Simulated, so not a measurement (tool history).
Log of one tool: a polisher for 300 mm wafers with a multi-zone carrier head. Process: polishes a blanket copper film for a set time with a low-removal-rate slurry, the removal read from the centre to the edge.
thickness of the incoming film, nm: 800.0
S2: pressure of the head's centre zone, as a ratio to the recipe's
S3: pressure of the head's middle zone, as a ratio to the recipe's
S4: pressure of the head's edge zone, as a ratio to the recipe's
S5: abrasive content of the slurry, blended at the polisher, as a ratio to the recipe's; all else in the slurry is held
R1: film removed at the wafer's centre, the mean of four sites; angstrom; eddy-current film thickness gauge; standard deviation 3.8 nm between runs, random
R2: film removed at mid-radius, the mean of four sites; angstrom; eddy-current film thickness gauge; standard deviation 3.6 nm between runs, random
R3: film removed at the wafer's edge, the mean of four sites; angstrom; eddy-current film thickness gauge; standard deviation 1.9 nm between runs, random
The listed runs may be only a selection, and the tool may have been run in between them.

Run 1, hour 0.0: flow of slurry (ml/min) 275, S2 1.00, S3 1.00, S4 1.00, S5 1.00, polishing time (s) 74. Result: R1 1834.6 angstrom, R2 1875.3 angstrom, R3 1921.1 angstrom.
Run 2, hour 2.1: flow of slurry (ml/min) 285, S2 1.06, S3 1.03, S4 1.02, S5 1.15, polishing time (s) 76. Result: R1 2031.4 angstrom, R2 2034.2 angstrom, R3 2023.1 angstrom.
Run 3, hour 6.0: flow of slurry (ml/min) 325, S2 1.06, S3 1.03, S4 1.02, S5 1.15, polishing time (s) 76. Result: R1 2060.0 angstrom, R2 2024.1 angstrom, R3 2056.1 angstrom.
Run 4, hour 11.7: flow of slurry (ml/min) 325, S2 1.06, S3 1.03, S4 1.02, S5 1.15, polishing time (s) 69. Result: R1 1892.3 angstrom, R2 1832.3 angstrom, R3 1841.9 angstrom.
Run 5, hour 14.3: flow of slurry (ml/min) 330, S2 1.10, S3 1.04, S4 1.02, S5 1.25, polishing time (s) 74. Result: R1 2134.6 angstrom, R2 2016.5 angstrom, R3 2042.3 angstrom.
Run 6, hour 15.6: flow of slurry (ml/min) 375, S2 1.10, S3 1.04, S4 1.02, S5 1.25, polishing time (s) 74. Result: R1 2142.9 angstrom, R2 2061.6 angstrom, R3 2082.4 angstrom.
Run 7, hour 21.2: flow of slurry (ml/min) 365, S2 1.13, S3 1.05, S4 1.00, S5 1.30, polishing time (s) 77. Result: R1 2381.0 angstrom, R2 2155.1 angstrom, R3 2137.8 angstrom.
Run 8, hour 25.8: flow of slurry (ml/min) 365, S2 1.14, S3 1.07, S4 1.01, S5 1.35, polishing time (s) 78. Result: R1 2401.1 angstrom, R2 2231.9 angstrom, R3 2204.2 angstrom.
Run 9, hour 30.8: flow of slurry (ml/min) 365, S2 1.15, S3 1.08, S4 1.01, S5 1.40, polishing time (s) 79. Result: R1 2465.8 angstrom, R2 2283.8 angstrom, R3 2247.3 angstrom.

For run 10, what comes out?
Run 10, hour 33.1: flow of slurry (ml/min) 370, S2 1.16, S3 1.09, S4 1.01, S5 1.45, polishing time (s) 80. Result: R1 ?, R2 ?, R3 ?.

For run 10 the tool returned R1 2524.3 angstrom, R2 2352.4 angstrom, R3 2292.0 angstrom.

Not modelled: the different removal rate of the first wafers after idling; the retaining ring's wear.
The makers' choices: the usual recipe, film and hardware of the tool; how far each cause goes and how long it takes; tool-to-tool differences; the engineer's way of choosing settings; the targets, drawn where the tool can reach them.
